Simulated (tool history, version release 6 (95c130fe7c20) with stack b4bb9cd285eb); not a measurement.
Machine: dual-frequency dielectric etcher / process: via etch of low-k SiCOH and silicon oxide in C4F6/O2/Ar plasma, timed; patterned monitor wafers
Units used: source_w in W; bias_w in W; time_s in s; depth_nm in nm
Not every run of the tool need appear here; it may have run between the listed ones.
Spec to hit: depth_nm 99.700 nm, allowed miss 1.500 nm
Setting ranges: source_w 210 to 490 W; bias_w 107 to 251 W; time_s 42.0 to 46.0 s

{"run": 1, "hour": 0.0, "source_w": 350, "bias_w": 179, "time_s": 46.0, "depth_nm": 123.97}
{"run": 2, "hour": 0.9, "source_w": 370, "bias_w": 179, "time_s": 46.0, "depth_nm": 126.48}
{"run": 3, "hour": 4.2, "source_w": 370, "bias_w": 179, "time_s": 46.0, "depth_nm": 126.15}
{"run": 4, "hour": 7.4, "source_w": 370, "bias_w": 161, "time_s": 46.0, "depth_nm": 123.25}
{"run": 5, "hour": 14.0, "source_w": 370, "bias_w": 161, "time_s": 46.0, "depth_nm": 123.23}
{"run": 6, "hour": 18.1, "source_w": 420, "bias_w": 161, "time_s": 46.0, "depth_nm": 128.02}
{"run": 7, "hour": 23.0, "source_w": 380, "bias_w": 148, "time_s": 45.5, "depth_nm": 120.53}
{"hour": 31.0, "done": "bias power generator calibrated"}
{"run": 8, "hour": 31.0, "source_w": 350, "bias_w": 140, "time_s": 45.5, "depth_nm": 115.63}
{"run": 9, "hour": 39.7, "source_w": 320, "bias_w": 135, "time_s": 45.5, "depth_nm": 111.24}
{"run": 10, "hour": 47.3, "source_w": 300, "bias_w": 133, "time_s": 45.5, "depth_nm": 108.07}
{"run": 11, "hour": 53.0, "source_w": 280, "bias_w": 132, "time_s": 45.5, "depth_nm": 105.18}
{"run": 12, "hour": 57.1, "source_w": 270, "bias_w": 131, "time_s": 45.5, "depth_nm": 104.93}
{"run": 13, "hour": 62.7, "source_w": 260, "bias_w": 130, "time_s": 45.5, "depth_nm": 102.98}
{"run": 14, "hour": 69.7, "source_w": 250, "bias_w": 130, "time_s": 45.5, "depth_nm": 101.89}

Which one of the following 5 next-run settings gets every result inside its allowed miss? There is exactly one.
{"run": "A", "hour": 76.7, "source_w": 270, "bias_w": 165, "time_s": 44.0, "depth_nm": "?"}
{"run": "B", "hour": 76.7, "source_w": 230, "bias_w": 165, "time_s": 44.5, "depth_nm": "?"}
{"run": "C", "hour": 76.7, "source_w": 380, "bias_w": 111, "time_s": 42.0, "depth_nm": "?"}
{"run": "D", "hour": 76.7, "source_w": 210, "bias_w": 137, "time_s": 46.0, "depth_nm": "?"}
{"run": "E", "hour": 76.7, "source_w": 270, "bias_w": 126, "time_s": 45.0, "depth_nm": "?"}

move=A depth_nm=106.420
move=B depth_nm=102.570
move=C depth_nm=103.740
move=D depth_nm=98.776
move=E depth_nm=102.250
A: moves away from the targets compared with the last run
B: moves away from the targets compared with the last run
C: moves away from the targets compared with the last run
D: meets every target
E: moves away from the targets compared with the last run
The move that meets every target is D.
